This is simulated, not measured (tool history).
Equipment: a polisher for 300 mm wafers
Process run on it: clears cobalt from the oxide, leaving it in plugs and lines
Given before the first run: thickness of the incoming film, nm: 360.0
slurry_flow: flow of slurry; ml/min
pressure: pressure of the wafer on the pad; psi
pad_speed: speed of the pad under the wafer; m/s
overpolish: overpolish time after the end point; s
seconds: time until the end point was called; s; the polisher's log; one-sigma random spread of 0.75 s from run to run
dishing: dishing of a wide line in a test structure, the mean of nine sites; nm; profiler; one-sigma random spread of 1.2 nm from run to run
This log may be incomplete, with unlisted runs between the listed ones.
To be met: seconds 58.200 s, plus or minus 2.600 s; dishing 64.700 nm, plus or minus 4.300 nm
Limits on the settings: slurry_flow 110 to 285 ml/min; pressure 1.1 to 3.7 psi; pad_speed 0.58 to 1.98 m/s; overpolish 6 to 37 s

| run | hour | slurry_flow | pressure | pad_speed | overpolish | seconds | dishing |
|---|---|---|---|---|---|---|---|
| 1 | 0.0 | 180 | 2.4 | 1.28 | 19 | 46.126 | 59.367 |
| 2 | 0.8 | 180 | 2.2 | 1.28 | 23 | 48.866 | 61.185 |
| 3 | 8.3 | 180 | 2.0 | 1.28 | 26 | 54.697 | 60.052 |
| 4 | 12.8 | 180 | 2.0 | 1.28 | 21 | 54.625 | 57.673 |
| 5 | 15.7 | 145 | 2.0 | 1.28 | 21 | 58.255 | 57.448 |
| 6 | 21.6 | 145 | 2.0 | 1.60 | 21 | 48.625 | 60.072 |
| 7 | 28.4 | 135 | 1.9 | 1.60 | 25 | 52.282 | 62.564 |
| 8 | 33.6 | 130 | 1.9 | 1.60 | 27 | 51.850 | 64.138 |

4 next moves are on the table. One of them brings every result within its allowed miss. Which?
| A | 38.8 | 140 | 1.9 | 1.52 | 32 | ? | ? |
| B | 38.8 | 150 | 2.0 | 1.76 | 17 | ? | ? |
| C | 38.8 | 110 | 2.3 | 1.22 | 30 | ? | ? |
| D | 38.8 | 185 | 1.8 | 1.80 | 16 | ? | ? |

| move | seconds | dishing |
|---|---|---|
| A | 54.261 | 65.411 |
| B | 44.770 | 59.201 |
| C | 58.841 | 63.822 |
| D | 45.961 | 57.570 |
A: gains on the last run, yet a result remains outside its allowed miss
B: the biggest miss grows against the last run
C: every result within its allowed miss
D: the biggest miss grows against the last run
The move that meets every target is C.

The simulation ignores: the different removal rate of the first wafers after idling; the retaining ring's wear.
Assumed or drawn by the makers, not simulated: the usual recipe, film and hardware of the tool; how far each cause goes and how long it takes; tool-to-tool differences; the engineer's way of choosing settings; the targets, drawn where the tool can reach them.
